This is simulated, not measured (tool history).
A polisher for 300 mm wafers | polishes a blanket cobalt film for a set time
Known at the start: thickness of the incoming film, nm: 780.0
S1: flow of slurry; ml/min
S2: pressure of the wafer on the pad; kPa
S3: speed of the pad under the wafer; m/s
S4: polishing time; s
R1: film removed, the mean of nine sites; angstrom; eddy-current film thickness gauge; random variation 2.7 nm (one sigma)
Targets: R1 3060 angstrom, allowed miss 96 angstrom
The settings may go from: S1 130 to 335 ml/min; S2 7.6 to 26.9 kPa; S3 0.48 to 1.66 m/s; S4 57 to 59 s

run	hour	S1	S2	S3	S4	R1
1	0	215	17.2	1.06	57	3483.8
2	1.7	185	17.2	1.06	57	3386.7
3	6.1	180	16.5	1.06	57	3303.7
4	14.9	180	16.5	1.32	57	4096.9
5	18.7	180	16.5	1.46	57	4439.1
6	23.2	180	14.5	1.46	57	4155.9
7	24.7	175	12.4	1.46	57	3787.4
8	33.4	175	11	1.46	57	3608.7
9	34.8	175	9.7	1.46	57	3402.4
10	35.8	175	9	1.46	57	3231.3
11	43.1	175	9	1.46	57	3281.7
12	47.2	175	8.3	1.46	57	3191.4

Which of these 4 next moves meets every target?
A	51.3	160	9	1.52	59	?
B	51.3	145	9	1.38	58	?
C	51.3	250	9.7	1.28	59	?
D	51.3	195	8.3	1.52	57	?

move	R1
A	3467.5
B	3044.5
C	3229.1
D	3341.8
A: further off than the last run
B: meets every target
C: further off than the last run
D: further off than the last run
The right move is B.
